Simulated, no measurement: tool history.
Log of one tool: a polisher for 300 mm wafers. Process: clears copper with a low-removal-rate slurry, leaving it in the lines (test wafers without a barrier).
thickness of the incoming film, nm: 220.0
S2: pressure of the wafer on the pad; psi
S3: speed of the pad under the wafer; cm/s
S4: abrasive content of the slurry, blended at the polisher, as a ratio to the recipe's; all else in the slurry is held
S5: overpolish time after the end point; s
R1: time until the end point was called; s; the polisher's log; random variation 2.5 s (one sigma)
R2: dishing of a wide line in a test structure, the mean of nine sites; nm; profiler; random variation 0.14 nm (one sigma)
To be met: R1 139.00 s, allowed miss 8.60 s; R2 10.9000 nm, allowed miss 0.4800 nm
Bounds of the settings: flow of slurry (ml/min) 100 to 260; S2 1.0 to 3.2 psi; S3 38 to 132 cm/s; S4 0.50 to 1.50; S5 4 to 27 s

{"run": 1, "hour": 0.0, "flow of slurry (ml/min)": 165, "S2": 2.1, "S3": 84, "S4": 1.0, "S5": 14, "R1": 130.37, "R2": 15.736}
{"run": 2, "hour": 4.0, "flow of slurry (ml/min)": 165, "S2": 2.1, "S3": 84, "S4": 1.0, "S5": 9, "R1": 127.07, "R2": 10.629}
{"run": 3, "hour": 9.6, "flow of slurry (ml/min)": 160, "S2": 2.1, "S3": 84, "S4": 1.0, "S5": 9, "R1": 124.15, "R2": 10.545}
{"run": 4, "hour": 16.0, "flow of slurry (ml/min)": 160, "S2": 2.0, "S3": 84, "S4": 1.0, "S5": 9, "R1": 136.24, "R2": 10.166}
{"run": 5, "hour": 24.6, "flow of slurry (ml/min)": 160, "S2": 2.0, "S3": 84, "S4": 1.1, "S5": 9, "R1": 137.1, "R2": 10.502}
{"run": 6, "hour": 32.3, "flow of slurry (ml/min)": 160, "S2": 2.0, "S3": 84, "S4": 1.0, "S5": 9, "R1": 133.2, "R2": 10.106}
{"run": 7, "hour": 38.7, "flow of slurry (ml/min)": 160, "S2": 2.0, "S3": 84, "S4": 1.05, "S5": 9, "R1": 133.93, "R2": 10.487}
{"run": 8, "hour": 47.6, "flow of slurry (ml/min)": 160, "S2": 2.0, "S3": 84, "S4": 1.1, "S5": 9, "R1": 134.51, "R2": 10.283}

Which of these 5 next moves meets every target?
{"run": "A", "hour": 56.5, "flow of slurry (ml/min)": 170, "S2": 2.0, "S3": 80, "S4": 1.05, "S5": 9, "R1": "?", "R2": "?"}
{"run": "B", "hour": 56.5, "flow of slurry (ml/min)": 155, "S2": 2.1, "S3": 76, "S4": 1.05, "S5": 9, "R1": "?", "R2": "?"}
{"run": "C", "hour": 56.5, "flow of slurry (ml/min)": 165, "S2": 2.1, "S3": 86, "S4": 1.05, "S5": 8, "R1": "?", "R2": "?"}
{"run": "D", "hour": 56.5, "flow of slurry (ml/min)": 165, "S2": 2.1, "S3": 80, "S4": 1.15, "S5": 8, "R1": "?", "R2": "?"}
{"run": "E", "hour": 56.5, "flow of slurry (ml/min)": 165, "S2": 2.1, "S3": 76, "S4": 1.15, "S5": 10, "R1": "?", "R2": "?"}

move=A R1=139.96 R2=9.9082
move=B R1=143.29 R2=9.7085
move=C R1=125.69 R2=9.8252
move=D R1=133.05 R2=9.3335
move=E R1=139.82 R2=10.9030
A: further off than the last run
B: further off than the last run
C: further off than the last run
D: further off than the last run
E: meets every target
The right move is E.

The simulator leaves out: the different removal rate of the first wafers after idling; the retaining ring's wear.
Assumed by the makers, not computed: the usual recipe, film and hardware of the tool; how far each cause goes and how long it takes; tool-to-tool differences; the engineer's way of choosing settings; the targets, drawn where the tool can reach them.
